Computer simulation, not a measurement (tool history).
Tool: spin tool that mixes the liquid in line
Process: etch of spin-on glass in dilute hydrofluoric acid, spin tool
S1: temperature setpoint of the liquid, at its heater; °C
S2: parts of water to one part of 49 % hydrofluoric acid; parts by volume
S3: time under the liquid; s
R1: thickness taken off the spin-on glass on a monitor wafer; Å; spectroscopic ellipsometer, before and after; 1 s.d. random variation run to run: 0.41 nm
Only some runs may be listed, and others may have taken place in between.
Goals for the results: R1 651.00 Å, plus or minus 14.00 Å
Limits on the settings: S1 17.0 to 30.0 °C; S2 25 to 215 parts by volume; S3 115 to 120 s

{"run": 1, "day": 0.0, "S1": 22.0, "S2": 120, "S3": 115, "R1": 277.6}
{"run": 2, "day": 0.35, "S1": 23.0, "S2": 110, "S3": 115, "R1": 310.89}
{"run": 3, "day": 0.383, "S1": 25.0, "S2": 110, "S3": 115, "R1": 340.6}
{"run": 4, "day": 0.596, "S1": 27.0, "S2": 110, "S3": 115, "R1": 368.25}
{"run": 5, "day": 0.875, "S1": 27.5, "S2": 105, "S3": 115, "R1": 394.83}
{"run": 6, "day": 1.175, "S1": 28.0, "S2": 100, "S3": 115, "R1": 423.82}
{"run": 7, "day": 1.258, "S1": 28.5, "S2": 95, "S3": 115, "R1": 462.86}
{"run": 8, "day": 1.404, "S1": 28.5, "S2": 90, "S3": 115, "R1": 481.78}
{"run": 9, "day": 1.604, "S1": 28.5, "S2": 90, "S3": 115, "R1": 489.95}
{"run": 10, "day": 1.7, "S1": 30.0, "S2": 60, "S3": 115, "R1": 805.38}
{"day": 1.983, "done": "hydrofluoric acid flow meter replaced"}
{"run": 11, "day": 1.983, "S1": 29.0, "S2": 60, "S3": 115, "R1": 729.45}
{"run": 12, "day": 2.217, "S1": 28.5, "S2": 60, "S3": 115, "R1": 710.5}
{"run": 13, "day": 2.375, "S1": 28.0, "S2": 60, "S3": 115, "R1": 694.2}
{"run": 14, "day": 2.7, "S1": 27.0, "S2": 60, "S3": 115, "R1": 675.26}

5 next moves are on the table. One of them brings every result within its allowed miss. Which?
{"run": "A", "day": 3.025, "S1": 28.5, "S2": 70, "S3": 120, "R1": "?"}
{"run": "B", "day": 3.025, "S1": 28.5, "S2": 65, "S3": 115, "R1": "?"}
{"run": "C", "day": 3.025, "S1": 27.5, "S2": 65, "S3": 115, "R1": "?"}
{"run": "D", "day": 3.025, "S1": 25.0, "S2": 55, "S3": 120, "R1": "?"}
{"run": "E", "day": 3.025, "S1": 26.5, "S2": 65, "S3": 120, "R1": "?"}

move=A R1=620.01
move=B R1=644.51
move=C R1=619.65
move=D R1=700.90
move=E R1=621.44
A: takes the result that was furthest off past its target
B: all results in spec
C: takes the result that was furthest off past its target
D: its largest miss is bigger than the last run's
E: takes the result that was furthest off past its target
The move that meets every target is B.
